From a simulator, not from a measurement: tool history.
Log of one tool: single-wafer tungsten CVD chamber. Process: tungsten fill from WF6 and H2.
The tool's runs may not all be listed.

run  hour  heater temperature setpoint (°C)  chamber pressure (mTorr)  deposition time (s)  mean film thickness on the monitor wafer (angstrom)
  1     0                               380                     40200                 14.9                                               333.97
  2   3.1                               380                     40200                 14.9                                               339.61
  3   7.4                               391                     40200                 14.9                                               423.43
  4  13.3                               382                     40200                 14.9                                               346.69
  5  14.7                               378                     40100                 14.9                                               321.83
  6  20.7                               375                     40000                 14.9                                               302.69
  7  23.2                               372                     39900                 14.9                                               283.47
  8  31.2                               370                     39800                 14.9                                               268.41

Run 9 comes next. What will it give?
  9  34.5                               359                     39500                 14.9                                                    ?

{"run 9": {"mean film thickness on the monitor wafer (angstrom)": 209.36}}
